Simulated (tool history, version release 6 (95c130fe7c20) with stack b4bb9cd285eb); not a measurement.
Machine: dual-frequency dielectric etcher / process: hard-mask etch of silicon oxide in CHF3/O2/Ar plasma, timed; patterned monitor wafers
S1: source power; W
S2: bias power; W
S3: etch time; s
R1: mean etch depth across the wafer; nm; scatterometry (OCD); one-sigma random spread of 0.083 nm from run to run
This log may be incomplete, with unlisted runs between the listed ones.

Run 1, day 0.000: S1 540 W, S2 233 W, S3 22.5 s. Result: R1 46.649 nm.
Run 2, day 0.154: S1 540 W, S2 233 W, S3 23.5 s. Result: R1 48.882 nm.
Run 3, day 0.454: S1 540 W, S2 233 W, S3 22.5 s. Result: R1 46.821 nm.
Run 4, day 0.575: S1 540 W, S2 233 W, S3 22.5 s. Result: R1 46.655 nm.
Run 5, day 0.821: S1 540 W, S2 201 W, S3 22.5 s. Result: R1 44.230 nm.
Run 6, day 1.092: S1 540 W, S2 179 W, S3 22.5 s. Result: R1 42.321 nm.

Run 7, settings as shown, results not yet in. Your forecast:
Run 7, day 1.283: S1 530 W, S2 178 W, S3 22.5 s. Result: R1 ?.

Run 7 produced R1 41.805 nm.
